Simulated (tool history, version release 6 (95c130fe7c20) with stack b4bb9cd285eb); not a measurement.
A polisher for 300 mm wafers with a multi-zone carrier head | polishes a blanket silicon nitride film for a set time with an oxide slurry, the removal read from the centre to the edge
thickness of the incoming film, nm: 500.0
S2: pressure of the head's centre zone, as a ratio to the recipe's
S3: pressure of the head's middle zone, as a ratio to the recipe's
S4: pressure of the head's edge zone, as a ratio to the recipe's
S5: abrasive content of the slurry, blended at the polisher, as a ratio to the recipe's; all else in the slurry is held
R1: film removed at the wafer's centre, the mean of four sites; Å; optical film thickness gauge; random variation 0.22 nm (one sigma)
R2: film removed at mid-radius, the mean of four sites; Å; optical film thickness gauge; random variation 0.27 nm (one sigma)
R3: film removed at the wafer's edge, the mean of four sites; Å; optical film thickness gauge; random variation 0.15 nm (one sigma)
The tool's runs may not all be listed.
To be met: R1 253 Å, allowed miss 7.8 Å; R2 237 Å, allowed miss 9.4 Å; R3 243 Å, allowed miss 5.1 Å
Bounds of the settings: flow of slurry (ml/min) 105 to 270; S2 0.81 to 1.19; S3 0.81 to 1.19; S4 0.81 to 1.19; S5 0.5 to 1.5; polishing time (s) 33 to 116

Run 1, hour 0: flow of slurry (ml/min) 175, S2 1, S3 1, S4 1, S5 1, polishing time (s) 74. Result: R1 374.64 Å, R2 362.76 Å, R3 362.49 Å.
Run 2, hour 3.6: flow of slurry (ml/min) 175, S2 1, S3 1, S4 0.95, S5 1, polishing time (s) 74. Result: R1 376.69 Å, R2 363.92 Å, R3 357.36 Å.
Run 3, hour 11.4: flow of slurry (ml/min) 170, S2 1, S3 0.99, S4 0.94, S5 0.95, polishing time (s) 73. Result: R1 368.99 Å, R2 348.05 Å, R3 345.94 Å.
Run 4, hour 16.4: flow of slurry (ml/min) 170, S2 1, S3 0.99, S4 0.94, S5 0.95, polishing time (s) 56. Result: R1 280.11 Å, R2 270.09 Å, R3 264.34 Å.
Run 5, hour 24.8: flow of slurry (ml/min) 170, S2 1.08, S3 0.99, S4 0.94, S5 0.95, polishing time (s) 56. Result: R1 298.53 Å, R2 263.34 Å, R3 267.2 Å.
Run 6, hour 25.6: flow of slurry (ml/min) 165, S2 1.07, S3 0.98, S4 0.94, S5 0.95, polishing time (s) 56. Result: R1 297.7 Å, R2 261.09 Å, R3 265.33 Å.
Run 7, hour 30.4: flow of slurry (ml/min) 160, S2 1.06, S3 0.97, S4 0.94, S5 0.95, polishing time (s) 56. Result: R1 293.19 Å, R2 258.76 Å, R3 262.61 Å.
Run 8, hour 39.2: flow of slurry (ml/min) 155, S2 1.05, S3 0.96, S4 0.94, S5 0.95, polishing time (s) 56. Result: R1 288.44 Å, R2 257.9 Å, R3 262.02 Å.
Run 9, hour 45.2: flow of slurry (ml/min) 150, S2 1.04, S3 0.95, S4 0.94, S5 0.95, polishing time (s) 56. Result: R1 280.47 Å, R2 254.33 Å, R3 260.85 Å.

4 next moves are on the table. One of them brings every result within its allowed miss. Which?
Run A, hour 51.2: flow of slurry (ml/min) 125, S2 1.1, S3 1.11, S4 0.83, S5 1, polishing time (s) 53. Result: R1 ?, R2 ?, R3 ?.
Run B, hour 51.2: flow of slurry (ml/min) 115, S2 0.99, S3 0.93, S4 0.81, S5 1, polishing time (s) 56. Result: R1 ?, R2 ?, R3 ?.
Run C, hour 51.2: flow of slurry (ml/min) 165, S2 1.09, S3 1, S4 0.87, S5 0.9, polishing time (s) 51. Result: R1 ?, R2 ?, R3 ?.
Run D, hour 51.2: flow of slurry (ml/min) 180, S2 1.19, S3 0.94, S4 0.91, S5 0.7, polishing time (s) 62. Result: R1 ?, R2 ?, R3 ?.

move      R1      R2      R3
   A  269.66  267.76  231.26
   B  249.47  238.02   239.4
   C  268.29  244.15   229.5
   D  338.85  267.75  267.68
A: nearer than the last run, and not there yet
B: meets every target
C: nearer than the last run, and not there yet
D: further off than the last run
Answer: B
